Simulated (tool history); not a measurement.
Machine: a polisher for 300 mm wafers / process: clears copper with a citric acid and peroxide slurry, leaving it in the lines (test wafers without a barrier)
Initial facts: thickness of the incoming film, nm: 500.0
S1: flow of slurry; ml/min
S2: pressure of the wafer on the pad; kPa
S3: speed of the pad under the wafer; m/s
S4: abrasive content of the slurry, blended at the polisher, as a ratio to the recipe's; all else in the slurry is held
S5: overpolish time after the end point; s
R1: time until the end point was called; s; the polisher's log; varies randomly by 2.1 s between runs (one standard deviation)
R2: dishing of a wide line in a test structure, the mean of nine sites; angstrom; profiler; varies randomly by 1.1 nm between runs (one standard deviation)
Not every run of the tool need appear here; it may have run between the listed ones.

run,hour,S1,S2,S3,S4,S5,R1,R2
1,0.0,150,22.8,1.38,1.0,16,170.23,368.71
2,7.0,150,28.3,1.38,1.0,16,136.85,479.49
3,13.3,145,26.2,1.38,1.0,17,150.50,462.91
4,15.0,145,30.3,1.38,1.0,17,126.84,529.58
5,19.0,140,28.3,1.38,1.0,18,139.50,483.51
6,19.5,135,26.9,1.38,1.0,20,145.69,545.46
7,22.4,135,24.8,1.38,1.0,21,158.27,527.15

What will run 8 give?
8,31.2,135,24.8,1.38,1.0,21,?,?

R1: 155.54 s
R2: 516.09 angstrom

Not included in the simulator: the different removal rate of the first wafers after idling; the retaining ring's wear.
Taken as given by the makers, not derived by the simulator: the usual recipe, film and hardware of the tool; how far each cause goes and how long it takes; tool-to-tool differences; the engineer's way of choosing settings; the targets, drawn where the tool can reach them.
